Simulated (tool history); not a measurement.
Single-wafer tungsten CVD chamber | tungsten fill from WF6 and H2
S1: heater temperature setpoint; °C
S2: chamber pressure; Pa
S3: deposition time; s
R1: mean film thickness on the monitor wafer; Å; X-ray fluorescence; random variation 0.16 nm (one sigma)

| run | hour | S1 | S2 | S3 | R1 |
|---|---|---|---|---|---|
| 1 | 0.0 | 375 | 4706 | 13.4 | 242.00 |
| 2 | 5.7 | 375 | 4706 | 13.8 | 248.32 |
| 3 | 8.0 | 379 | 4720 | 13.8 | 269.15 |
| 4 | 9.8 | 379 | 4400 | 13.8 | 263.17 |
| 5 | 11.0 | 384 | 4400 | 13.8 | 290.58 |
| 6 | 13.1 | 384 | 4066 | 13.8 | 279.85 |
| 7 | 14.7 | 386 | 4066 | 13.8 | 290.88 |

The next listed run, before its measurement:
| 8 | 15.8 | 387 | 4066 | 13.8 | ? |

Run 8 measured R1 297.78 Å.
